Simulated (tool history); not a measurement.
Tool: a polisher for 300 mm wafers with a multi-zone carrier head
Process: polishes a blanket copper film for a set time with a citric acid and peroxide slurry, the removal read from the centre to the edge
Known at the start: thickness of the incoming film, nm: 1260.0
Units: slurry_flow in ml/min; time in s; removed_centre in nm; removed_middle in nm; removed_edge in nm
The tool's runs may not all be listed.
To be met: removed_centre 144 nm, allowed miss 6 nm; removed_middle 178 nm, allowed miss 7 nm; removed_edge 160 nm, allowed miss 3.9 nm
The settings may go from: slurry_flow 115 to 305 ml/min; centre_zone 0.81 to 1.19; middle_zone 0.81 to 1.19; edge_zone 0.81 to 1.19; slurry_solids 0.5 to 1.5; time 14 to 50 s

run  hour  slurry_flow  centre_zone  middle_zone  edge_zone  slurry_solids  time  removed_centre  removed_middle  removed_edge
  1     0          195            1            1          1              1    32          128.16          127.34        125.73
  2     1          195            1            1       0.97              1    32           128.8          130.07        125.57
  3   1.7          205         0.97         1.03       0.99           1.15    33          133.25          144.25        135.87
  4   5.9          220         0.96         1.06       1.02            1.2    33          133.64          150.21        140.98
  5  13.7          230         0.96         1.09       1.04           1.25    33          137.28          157.11        144.22
  6    18          230            1         1.09       1.04           1.25    33          142.52          158.12        146.19
  7  25.8          240         0.99         1.11       1.06           1.25    33          144.09          160.05        144.59
  8  27.6          240         0.98         1.12       1.07            1.3    33          141.03          162.39        147.51
  9  31.7          245         0.97         1.13       1.08           1.35    33           142.5          166.76        149.72
 10  35.4          250         0.96         1.14        1.1            1.4    33          144.85          171.12        152.52
 11  42.5          250         0.95         1.14       1.12            1.4    33          141.34          170.36         155.9
 12  48.6          255         0.95         1.15       1.13            1.4    33          144.21          173.33        155.34

Which of these 5 next moves meets every target?
  A  54.7          205         0.97         1.07       1.11            1.5    34               ?               ?             ?
  B  54.7          275         0.99         1.19       1.12            1.3    33               ?               ?             ?
  C  54.7          230         0.92         1.15        1.1            1.5    34               ?               ?             ?
  D  54.7          230         1.06         1.17       1.17           1.05    34               ?               ?             ?
  E  54.7          270         0.93            1       1.14            1.5    34               ?               ?             ?

move  removed_centre  removed_middle  removed_edge
   A          147.04          162.55        160.36
   B          144.26          170.67        152.94
   C          141.93          175.06        160.95
   D          145.68          159.56        148.86
   E          145.73           157.8        165.91
A: brings the result that was furthest off to its target, and leaves another outside
B: further off than the last run
C: meets every target
D: further off than the last run
E: takes the result that was furthest off past its target
Answer: C

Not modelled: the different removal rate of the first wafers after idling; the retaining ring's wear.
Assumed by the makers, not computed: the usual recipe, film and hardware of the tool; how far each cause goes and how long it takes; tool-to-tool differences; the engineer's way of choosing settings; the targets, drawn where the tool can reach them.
